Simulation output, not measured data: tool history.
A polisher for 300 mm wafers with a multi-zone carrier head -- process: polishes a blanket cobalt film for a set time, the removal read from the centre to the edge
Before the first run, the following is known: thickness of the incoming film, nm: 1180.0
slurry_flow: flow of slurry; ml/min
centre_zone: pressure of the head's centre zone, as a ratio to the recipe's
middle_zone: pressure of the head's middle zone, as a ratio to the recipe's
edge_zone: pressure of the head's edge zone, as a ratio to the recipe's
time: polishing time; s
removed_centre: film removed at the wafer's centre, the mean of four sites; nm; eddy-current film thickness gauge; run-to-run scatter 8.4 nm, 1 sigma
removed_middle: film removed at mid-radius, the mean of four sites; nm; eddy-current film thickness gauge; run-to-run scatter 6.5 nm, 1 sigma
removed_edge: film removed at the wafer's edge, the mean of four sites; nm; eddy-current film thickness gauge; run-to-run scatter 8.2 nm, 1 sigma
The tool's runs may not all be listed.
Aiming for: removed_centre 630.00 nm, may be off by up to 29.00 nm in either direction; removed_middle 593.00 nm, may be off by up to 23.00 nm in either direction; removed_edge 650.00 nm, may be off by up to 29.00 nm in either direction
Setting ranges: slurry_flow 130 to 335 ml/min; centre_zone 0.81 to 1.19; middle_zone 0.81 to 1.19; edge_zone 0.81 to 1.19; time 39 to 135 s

| run | hour | slurry_flow | centre_zone | middle_zone | edge_zone | time | removed_centre | removed_middle | removed_edge |
|---|---|---|---|---|---|---|---|---|---|
| 1 | 0.0 | 215 | 1.00 | 1.00 | 1.00 | 87 | 429.60 | 443.75 | 440.54 |
| 2 | 3.9 | 215 | 1.00 | 1.00 | 0.97 | 87 | 430.52 | 442.50 | 432.54 |
| 3 | 11.1 | 215 | 1.01 | 0.99 | 1.00 | 92 | 473.28 | 457.60 | 471.54 |
| 4 | 20.0 | 215 | 1.01 | 0.99 | 1.00 | 102 | 502.28 | 505.93 | 518.44 |
| 5 | 21.5 | 220 | 1.02 | 1.00 | 1.03 | 104 | 517.38 | 540.35 | 539.41 |
| 6 | 27.7 | 220 | 1.02 | 1.00 | 1.03 | 89 | 450.53 | 452.20 | 446.53 |
| 7 | 34.3 | 230 | 1.11 | 0.95 | 1.13 | 113 | 625.89 | 548.57 | 610.60 |
| 8 | 40.8 | 235 | 1.10 | 0.96 | 1.14 | 114 | 619.36 | 567.44 | 625.40 |
| 9 | 46.6 | 235 | 1.10 | 0.96 | 1.14 | 114 | 610.91 | 563.27 | 620.73 |
| 10 | 52.3 | 235 | 1.10 | 0.96 | 1.14 | 115 | 643.62 | 563.08 | 621.73 |

Next run, 5 choices. One meets every target within its allowed miss, the rest don't. Which?
| A | 58.0 | 250 | 1.19 | 0.94 | 1.12 | 113 | ? | ? | ? |
| B | 58.0 | 185 | 1.07 | 0.99 | 1.14 | 120 | ? | ? | ? |
| C | 58.0 | 220 | 1.13 | 0.98 | 1.17 | 105 | ? | ? | ? |
| D | 58.0 | 210 | 1.09 | 0.89 | 1.19 | 116 | ? | ? | ? |
| E | 58.0 | 265 | 1.13 | 0.85 | 1.14 | 118 | ? | ? | ? |

| move | removed_centre | removed_middle | removed_edge |
|---|---|---|---|
| A | 680.14 | 558.34 | 618.13 |
| B | 617.47 | 592.30 | 640.00 |
| C | 588.74 | 528.20 | 579.55 |
| D | 622.04 | 534.81 | 643.40 |
| E | 679.05 | 540.35 | 655.65 |
A: moves away from the targets compared with the last run
B: each result inside its tolerance
C: moves away from the targets compared with the last run
D: moves away from the targets compared with the last run
E: moves away from the targets compared with the last run
B meets every target.
